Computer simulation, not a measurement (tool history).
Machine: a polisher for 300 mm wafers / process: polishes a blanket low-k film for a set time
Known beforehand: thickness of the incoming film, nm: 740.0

run,hour,flow of slurry (ml/min),pressure of the wafer on the pad (psi),speed of the pad under the wafer (cm/s),abrasive content of the slurry,polishing time (s),film removed (angstrom)
1,0.0,220,1.4,82,1.0,85,178.08
2,5.2,185,1.4,82,1.0,85,171.39
3,12.0,185,1.4,82,1.0,89,182.16
4,19.8,185,1.4,98,1.0,89,208.74
5,24.0,185,1.4,118,1.0,89,240.82
6,27.8,190,1.4,118,1.0,89,241.58
7,33.3,190,1.4,118,1.0,89,247.34

Forecast run 8:
8,38.7,195,1.4,118,1.0,89,?

film removed (angstrom): 241.56
